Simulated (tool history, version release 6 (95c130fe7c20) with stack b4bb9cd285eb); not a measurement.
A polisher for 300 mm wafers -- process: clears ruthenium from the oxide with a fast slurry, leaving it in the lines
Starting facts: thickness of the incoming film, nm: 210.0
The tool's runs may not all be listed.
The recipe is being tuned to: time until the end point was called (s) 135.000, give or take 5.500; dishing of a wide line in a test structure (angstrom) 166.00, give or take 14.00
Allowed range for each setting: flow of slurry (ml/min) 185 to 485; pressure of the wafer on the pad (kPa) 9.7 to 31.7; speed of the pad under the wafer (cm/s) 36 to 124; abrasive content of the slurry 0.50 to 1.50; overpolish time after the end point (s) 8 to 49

run	day	flow of slurry (ml/min)	pressure of the wafer on the pad (kPa)	speed of the pad under the wafer (cm/s)	abrasive content of the slurry	overpolish time after the end point (s)	time until the end point was called (s)	dishing of a wide line in a test structure (angstrom)
1	0.000	310	20.7	80	1.00	25	60.709	288.69
2	0.050	310	20.7	80	0.85	25	66.895	276.67
3	0.200	280	20.7	80	0.85	25	66.602	264.40
4	0.517	220	20.7	80	0.85	25	70.020	281.78
5	0.600	280	17.9	76	0.80	21	80.785	243.59
6	0.658	280	17.9	76	0.80	14	80.859	203.41
7	0.783	275	15.9	72	0.80	13	91.078	176.42
8	1.088	275	14.5	70	0.80	15	101.480	186.29

Which of these 4 next moves meets every target?
A	1.392	275	10.3	66	0.75	18	?	?
B	1.392	275	15.2	44	0.80	27	?	?
C	1.392	305	11.0	62	0.60	26	?	?
D	1.392	235	18.6	38	0.90	26	?	?

move	time until the end point was called (s)	dishing of a wide line in a test structure (angstrom)
A	134.370	173.45
B	151.860	206.07
C	149.330	203.64
D	146.750	205.66
A: meets every target
B: moves the result that the last run missed by most past its target, out the other side
C: moves the result that the last run missed by most past its target, out the other side
D: moves the result that the last run missed by most past its target, out the other side
The move that meets every target is A.
